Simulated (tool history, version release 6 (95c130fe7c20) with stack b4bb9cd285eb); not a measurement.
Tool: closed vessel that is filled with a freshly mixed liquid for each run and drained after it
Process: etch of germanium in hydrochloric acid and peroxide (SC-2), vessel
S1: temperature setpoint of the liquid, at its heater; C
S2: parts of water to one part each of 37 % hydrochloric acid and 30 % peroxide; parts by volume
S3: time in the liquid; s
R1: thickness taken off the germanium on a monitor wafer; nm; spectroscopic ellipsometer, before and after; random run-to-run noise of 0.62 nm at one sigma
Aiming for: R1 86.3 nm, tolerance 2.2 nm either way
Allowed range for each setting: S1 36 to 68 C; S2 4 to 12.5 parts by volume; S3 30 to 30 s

{"run": 1, "hour": 0.0, "S1": 52, "S2": 7, "S3": 30, "R1": 112.79}
{"run": 2, "hour": 3.0, "S1": 51, "S2": 7, "S3": 30, "R1": 109.98}
{"run": 3, "hour": 11.6, "S1": 51, "S2": 7, "S3": 30, "R1": 110.08}
{"run": 4, "hour": 16.8, "S1": 50, "S2": 7, "S3": 30, "R1": 106.7}
{"run": 5, "hour": 22.7, "S1": 50, "S2": 7, "S3": 30, "R1": 107.18}
{"run": 6, "hour": 28.7, "S1": 49, "S2": 7, "S3": 30, "R1": 101.86}
{"run": 7, "hour": 34.9, "S1": 48.5, "S2": 7, "S3": 30, "R1": 102.69}
{"run": 8, "hour": 43.6, "S1": 47.5, "S2": 7, "S3": 30, "R1": 99.933}
{"run": 9, "hour": 48.3, "S1": 42, "S2": 7, "S3": 30, "R1": 81.896}

Which single option among these 4 for the next run brings every result within its allowed miss of target? Just one does.
{"run": "A", "hour": 53.0, "S1": 41.5, "S2": 7, "S3": 30, "R1": "?"}
{"run": "B", "hour": 53.0, "S1": 43.5, "S2": 7, "S3": 30, "R1": "?"}
{"run": "C", "hour": 53.0, "S1": 41.5, "S2": 7.5, "S3": 30, "R1": "?"}
{"run": "D", "hour": 53.0, "S1": 42, "S2": 5, "S3": 30, "R1": "?"}

move=A R1=80.856
move=B R1=86.468
move=C R1=80.585
move=D R1=83.101
A: further off than the last run
B: each result inside its tolerance
C: further off than the last run
D: moves toward the targets from the last run without getting all of them in spec
Move B is the one to make.
